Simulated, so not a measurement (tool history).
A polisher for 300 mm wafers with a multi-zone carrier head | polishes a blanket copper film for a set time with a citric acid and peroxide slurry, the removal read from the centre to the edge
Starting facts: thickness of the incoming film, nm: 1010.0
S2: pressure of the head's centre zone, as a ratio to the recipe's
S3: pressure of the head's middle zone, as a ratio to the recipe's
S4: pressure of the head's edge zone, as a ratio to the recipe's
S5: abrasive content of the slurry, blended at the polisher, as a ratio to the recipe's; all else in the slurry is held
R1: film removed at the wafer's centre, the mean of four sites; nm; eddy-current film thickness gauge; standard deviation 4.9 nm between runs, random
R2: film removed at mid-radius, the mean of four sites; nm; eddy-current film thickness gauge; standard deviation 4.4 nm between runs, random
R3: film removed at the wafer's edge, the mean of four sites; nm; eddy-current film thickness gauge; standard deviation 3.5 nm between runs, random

{"run": 1, "day": 0.0, "flow of slurry (ml/min)": 295, "S2": 1.0, "S3": 1.0, "S4": 1.0, "S5": 1.0, "polishing time (s)": 87, "R1": 278.45, "R2": 295.33, "R3": 298.51}
{"run": 2, "day": 0.167, "flow of slurry (ml/min)": 295, "S2": 1.0, "S3": 1.0, "S4": 1.0, "S5": 1.2, "polishing time (s)": 87, "R1": 289.56, "R2": 304.75, "R3": 307.84}
{"run": 3, "day": 0.317, "flow of slurry (ml/min)": 295, "S2": 1.0, "S3": 1.0, "S4": 1.0, "S5": 1.05, "polishing time (s)": 87, "R1": 279.83, "R2": 297.94, "R3": 306.92}
{"run": 4, "day": 0.425, "flow of slurry (ml/min)": 300, "S2": 1.02, "S3": 1.01, "S4": 1.03, "S5": 1.15, "polishing time (s)": 90, "R1": 300.39, "R2": 316.95, "R3": 315.76}
{"run": 5, "day": 0.667, "flow of slurry (ml/min)": 300, "S2": 1.02, "S3": 1.09, "S4": 1.03, "S5": 1.15, "polishing time (s)": 90, "R1": 302.52, "R2": 344.89, "R3": 317.66}
{"run": 6, "day": 0.958, "flow of slurry (ml/min)": 300, "S2": 1.02, "S3": 1.09, "S4": 1.03, "S5": 1.0, "polishing time (s)": 90, "R1": 300.12, "R2": 334.86, "R3": 312.96}
{"run": 7, "day": 1.054, "flow of slurry (ml/min)": 300, "S2": 1.03, "S3": 1.06, "S4": 1.05, "S5": 1.05, "polishing time (s)": 94, "R1": 320.34, "R2": 336.92, "R3": 329.85}
{"run": 8, "day": 1.133, "flow of slurry (ml/min)": 300, "S2": 1.03, "S3": 1.05, "S4": 1.07, "S5": 1.1, "polishing time (s)": 97, "R1": 325.19, "R2": 352.63, "R3": 350.65}
{"run": 9, "day": 1.483, "flow of slurry (ml/min)": 300, "S2": 1.05, "S3": 1.04, "S4": 1.09, "S5": 1.15, "polishing time (s)": 98, "R1": 341.25, "R2": 354.21, "R3": 354.1}

What will run 10 give?
{"day": 1.858, "done": "centre zone pressure recalibrated"}
{"run": 10, "day": 1.858, "flow of slurry (ml/min)": 300, "S2": 1.06, "S3": 1.03, "S4": 1.1, "S5": 1.2, "polishing time (s)": 99, "R1": "?", "R2": "?", "R3": "?"}

Run 10 produced R1 372.55 nm, R2 355.30 nm, R3 366.95 nm.
